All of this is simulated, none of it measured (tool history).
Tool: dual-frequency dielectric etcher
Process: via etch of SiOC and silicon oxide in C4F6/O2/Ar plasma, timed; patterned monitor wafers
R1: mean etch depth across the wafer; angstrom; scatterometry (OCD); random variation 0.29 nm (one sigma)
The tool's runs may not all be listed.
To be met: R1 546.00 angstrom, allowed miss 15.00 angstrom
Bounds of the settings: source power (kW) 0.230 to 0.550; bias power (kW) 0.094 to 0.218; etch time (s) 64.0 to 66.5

{"run": 1, "hour": 0.0, "source power (kW)": 0.39, "bias power (kW)": 0.156, "etch time (s)": 64.0, "R1": 646.39}
{"run": 2, "hour": 0.8, "source power (kW)": 0.37, "bias power (kW)": 0.152, "etch time (s)": 64.0, "R1": 631.96}
{"run": 3, "hour": 6.8, "source power (kW)": 0.37, "bias power (kW)": 0.152, "etch time (s)": 66.5, "R1": 655.91}
{"run": 4, "hour": 8.7, "source power (kW)": 0.33, "bias power (kW)": 0.152, "etch time (s)": 66.5, "R1": 632.01}
{"run": 5, "hour": 13.6, "source power (kW)": 0.28, "bias power (kW)": 0.152, "etch time (s)": 66.5, "R1": 598.57}
{"run": 6, "hour": 22.1, "source power (kW)": 0.27, "bias power (kW)": 0.149, "etch time (s)": 66.5, "R1": 594.02}
{"run": 7, "hour": 25.8, "source power (kW)": 0.27, "bias power (kW)": 0.146, "etch time (s)": 66.5, "R1": 587.99}
{"run": 8, "hour": 30.8, "source power (kW)": 0.26, "bias power (kW)": 0.144, "etch time (s)": 66.5, "R1": 577.47}
{"run": 9, "hour": 31.4, "source power (kW)": 0.26, "bias power (kW)": 0.142, "etch time (s)": 66.5, "R1": 569.72}
{"run": 10, "hour": 34.0, "source power (kW)": 0.26, "bias power (kW)": 0.141, "etch time (s)": 66.5, "R1": 563.53}

Which of these 5 next moves meets every target?
{"run": "A", "hour": 36.6, "source power (kW)": 0.24, "bias power (kW)": 0.152, "etch time (s)": 66.5, "R1": "?"}
{"run": "B", "hour": 36.6, "source power (kW)": 0.23, "bias power (kW)": 0.149, "etch time (s)": 64.5, "R1": "?"}
{"run": "C", "hour": 36.6, "source power (kW)": 0.33, "bias power (kW)": 0.143, "etch time (s)": 64.5, "R1": "?"}
{"run": "D", "hour": 36.6, "source power (kW)": 0.26, "bias power (kW)": 0.163, "etch time (s)": 64.5, "R1": "?"}
{"run": "E", "hour": 36.6, "source power (kW)": 0.23, "bias power (kW)": 0.16, "etch time (s)": 66.5, "R1": "?"}

move=A R1=576.32
move=B R1=547.16
move=C R1=600.88
move=D R1=590.32
move=E R1=582.03
A: further off than the last run
B: meets every target
C: further off than the last run
D: further off than the last run
E: further off than the last run
Answer: B
